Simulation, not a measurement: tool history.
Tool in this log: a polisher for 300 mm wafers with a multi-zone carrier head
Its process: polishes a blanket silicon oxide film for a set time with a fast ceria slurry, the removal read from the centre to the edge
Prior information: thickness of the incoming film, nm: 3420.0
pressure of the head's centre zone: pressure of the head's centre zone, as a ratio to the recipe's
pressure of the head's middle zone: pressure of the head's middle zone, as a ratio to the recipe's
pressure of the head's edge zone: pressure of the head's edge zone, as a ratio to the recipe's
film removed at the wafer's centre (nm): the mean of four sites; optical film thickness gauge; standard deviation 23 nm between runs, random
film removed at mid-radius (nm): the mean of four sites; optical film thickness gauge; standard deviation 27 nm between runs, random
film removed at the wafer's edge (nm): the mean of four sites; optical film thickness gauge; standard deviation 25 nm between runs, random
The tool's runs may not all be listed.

run	hour	flow of slurry (ml/min)	pressure of the head's centre zone	pressure of the head's middle zone	pressure of the head's edge zone	polishing time (s)	film removed at the wafer's centre (nm)	film removed at mid-radius (nm)	film removed at the wafer's edge (nm)
1	0	165	1	1	1	59	1432.1	1447.3	1426
2	7.3	165	1	0.92	1	59	1432.5	1341.8	1466
3	9	170	0.98	0.95	1.01	61	1482.4	1450.9	1487.9
4	9.9	170	0.98	0.95	1.01	72	1732.3	1717.9	1788.7
5	15.8	170	1.06	0.95	1.01	72	1830	1717.8	1783
6	24.4	170	1.06	0.95	1.01	85	2199.2	2027.5	2080
7	27.1	165	1.02	0.98	1.01	84	2104.6	2031.8	2038.6
8	31.5	125	0.92	1.08	1.05	77	1664.5	1911.6	1844.6

For run 9, what comes out?
9	35.7	125	0.91	1.09	1.05	77	?	?	?

For run 9 the tool returned film removed at the wafer's centre (nm) 1669.8, film removed at mid-radius (nm) 1922.8, film removed at the wafer's edge (nm) 1792.4.
